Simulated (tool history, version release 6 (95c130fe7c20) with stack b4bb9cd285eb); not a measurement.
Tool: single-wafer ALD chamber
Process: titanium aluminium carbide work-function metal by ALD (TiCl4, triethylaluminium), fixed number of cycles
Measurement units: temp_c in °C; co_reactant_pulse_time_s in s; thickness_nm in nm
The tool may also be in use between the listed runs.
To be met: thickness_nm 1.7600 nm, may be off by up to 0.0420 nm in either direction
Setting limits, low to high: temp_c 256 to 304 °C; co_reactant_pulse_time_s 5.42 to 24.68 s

{"run": 1, "hour": 0.0, "temp_c": 280, "co_reactant_pulse_time_s": 15.05, "thickness_nm": 2.0294}
{"run": 2, "hour": 7.9, "temp_c": 287, "co_reactant_pulse_time_s": 15.05, "thickness_nm": 2.0989}
{"run": 3, "hour": 11.1, "temp_c": 278, "co_reactant_pulse_time_s": 12.25, "thickness_nm": 1.9997}
{"run": 4, "hour": 19.5, "temp_c": 271, "co_reactant_pulse_time_s": 10.19, "thickness_nm": 1.9009}
{"run": 5, "hour": 26.8, "temp_c": 271, "co_reactant_pulse_time_s": 8.33, "thickness_nm": 1.888}
{"run": 6, "hour": 28.1, "temp_c": 267, "co_reactant_pulse_time_s": 7.88, "thickness_nm": 1.8365}
{"run": 7, "hour": 37.2, "temp_c": 265, "co_reactant_pulse_time_s": 7.66, "thickness_nm": 1.814}
{"run": 8, "hour": 39.3, "temp_c": 264, "co_reactant_pulse_time_s": 7.52, "thickness_nm": 1.8133}

Which one of the following 5 next-run settings gets every result inside its allowed miss? There is exactly one.
{"run": "A", "hour": 41.4, "temp_c": 256, "co_reactant_pulse_time_s": 8.56, "thickness_nm": "?"}
{"run": "B", "hour": 41.4, "temp_c": 256, "co_reactant_pulse_time_s": 5.42, "thickness_nm": "?"}
{"run": "C", "hour": 41.4, "temp_c": 270, "co_reactant_pulse_time_s": 6.44, "thickness_nm": "?"}
{"run": "D", "hour": 41.4, "temp_c": 268, "co_reactant_pulse_time_s": 10.56, "thickness_nm": "?"}
{"run": "E", "hour": 41.4, "temp_c": 274, "co_reactant_pulse_time_s": 7.46, "thickness_nm": "?"}

move=A thickness_nm=1.7469
move=B thickness_nm=1.6719
move=C thickness_nm=1.8295
move=D thickness_nm=1.8826
move=E thickness_nm=1.8921
A: in spec on every target
B: moves the result that the last run missed by most past its target, out the other side
C: the biggest miss grows against the last run
D: the biggest miss grows against the last run
E: the biggest miss grows against the last run
Answer: A

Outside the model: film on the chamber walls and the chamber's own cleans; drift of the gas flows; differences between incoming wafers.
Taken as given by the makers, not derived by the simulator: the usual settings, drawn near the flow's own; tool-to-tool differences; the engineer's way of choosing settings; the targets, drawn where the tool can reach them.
